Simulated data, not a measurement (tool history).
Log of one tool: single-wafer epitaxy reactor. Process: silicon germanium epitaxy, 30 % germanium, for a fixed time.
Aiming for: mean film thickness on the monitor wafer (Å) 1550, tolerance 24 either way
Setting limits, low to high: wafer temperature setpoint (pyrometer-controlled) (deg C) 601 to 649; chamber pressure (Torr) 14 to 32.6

| run | hour | wafer temperature setpoint (pyrometer-controlled) (deg C) | chamber pressure (Torr) | mean film thickness on the monitor wafer (Å) |
|---|---|---|---|---|
| 1 | 0 | 625 | 23.3 | 1134.7 |
| 2 | 5.3 | 625 | 26.8 | 1217 |
| 3 | 13.2 | 634 | 26.8 | 1385.6 |
| 4 | 22 | 644 | 26.8 | 1602.2 |
| 5 | 27.3 | 649 | 26.8 | 1723.6 |
| 6 | 34.9 | 648 | 26.8 | 1703.4 |
| 7 | 43.3 | 647 | 26.8 | 1668.3 |
| 8 | 48.8 | 646 | 26.8 | 1658.3 |
| 9 | 53 | 645 | 26.8 | 1636 |
| 10 | 59 | 644 | 26.8 | 1603.5 |
| 11 | 60.7 | 643 | 26.8 | 1581.5 |

Below are 5 possible settings for the next run. Only one of them brings all results inside the allowed miss of their targets. Which is it?
| A | 62.4 | 644 | 24.9 | ? |
| B | 62.4 | 639 | 27.2 | ? |
| C | 62.4 | 646 | 25.4 | ? |
| D | 62.4 | 648 | 25 | ? |
| E | 62.4 | 638 | 28 | ? |

| move | mean film thickness on the monitor wafer (Å) |
|---|---|
| A | 1552.2 |
| B | 1500.2 |
| C | 1612.5 |
| D | 1648.4 |
| E | 1497.3 |
A: meets every target
B: the result that was furthest off in the last run now lies on the other side of its target
C: misses by more than the last run did
D: misses by more than the last run did
E: the result that was furthest off in the last run now lies on the other side of its target
The move that meets every target is A.
